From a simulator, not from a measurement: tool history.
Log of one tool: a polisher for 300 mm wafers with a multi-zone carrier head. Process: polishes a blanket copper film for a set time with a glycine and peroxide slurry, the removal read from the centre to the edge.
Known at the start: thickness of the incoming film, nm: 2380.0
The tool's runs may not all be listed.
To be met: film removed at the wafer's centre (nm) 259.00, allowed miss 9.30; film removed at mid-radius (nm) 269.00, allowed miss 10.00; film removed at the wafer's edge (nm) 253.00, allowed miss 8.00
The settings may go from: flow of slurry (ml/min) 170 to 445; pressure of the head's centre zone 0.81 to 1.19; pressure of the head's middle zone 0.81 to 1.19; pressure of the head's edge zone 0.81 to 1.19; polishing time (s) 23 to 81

run	hour	flow of slurry (ml/min)	pressure of the head's centre zone	pressure of the head's middle zone	pressure of the head's edge zone	polishing time (s)	film removed at the wafer's centre (nm)	film removed at mid-radius (nm)	film removed at the wafer's edge (nm)
1	0.0	285	1.00	1.00	1.00	52	307.60	303.80	304.97
2	8.4	285	1.00	1.03	1.00	52	316.54	313.67	312.04
3	15.3	285	0.94	1.03	1.00	52	299.09	317.22	313.94
4	20.5	285	0.94	1.03	1.00	60	349.11	368.26	358.77
5	28.0	285	0.94	1.02	0.97	58	340.41	351.89	343.54
6	34.4	285	0.94	1.02	0.95	56	326.01	331.47	326.00
7	42.7	285	0.93	1.03	0.93	54	313.71	323.96	312.67
8	50.0	275	0.90	1.01	0.83	43	241.75	256.15	234.40
9	53.4	280	0.91	1.01	0.84	43	242.32	251.72	235.74
10	57.5	285	0.92	1.02	0.85	43	249.35	257.78	240.99
11	60.8	290	0.92	1.02	0.85	43	248.23	257.52	235.31
12	66.8	290	0.92	1.02	0.86	43	244.75	255.67	239.25
13	75.3	290	0.93	1.02	0.87	43	255.17	260.66	239.88
14	77.6	290	0.93	1.02	0.88	43	248.27	254.12	237.75
15	81.2	285	0.93	1.02	0.89	43	248.91	252.49	243.20
16	86.9	290	0.93	1.03	0.89	43	251.05	260.92	246.15
17	93.1	295	0.93	1.03	0.89	43	246.94	258.97	241.10
18	95.5	295	0.93	1.03	0.90	43	248.15	260.84	243.08
19	103.9	295	0.93	1.03	0.91	43	252.68	261.63	247.49

5 next moves are on the table. One of them brings every result within its allowed miss. Which?
A	112.3	270	0.95	1.05	0.85	42	?	?	?
B	112.3	315	0.90	1.11	0.92	42	?	?	?
C	112.3	290	0.87	0.99	0.88	43	?	?	?
D	112.3	250	0.98	0.96	0.96	44	?	?	?
E	112.3	350	0.92	1.02	0.90	44	?	?	?

move	film removed at the wafer's centre (nm)	film removed at mid-radius (nm)	film removed at the wafer's edge (nm)
A	242.63	255.46	228.09
B	238.65	270.75	239.36
C	236.56	252.69	238.85
D	256.61	248.30	251.12
E	256.30	269.14	250.40
A: further off than the last run
B: brings the result that was furthest off to its target, and leaves another outside
C: further off than the last run
D: further off than the last run
E: meets every target
The right move is E.
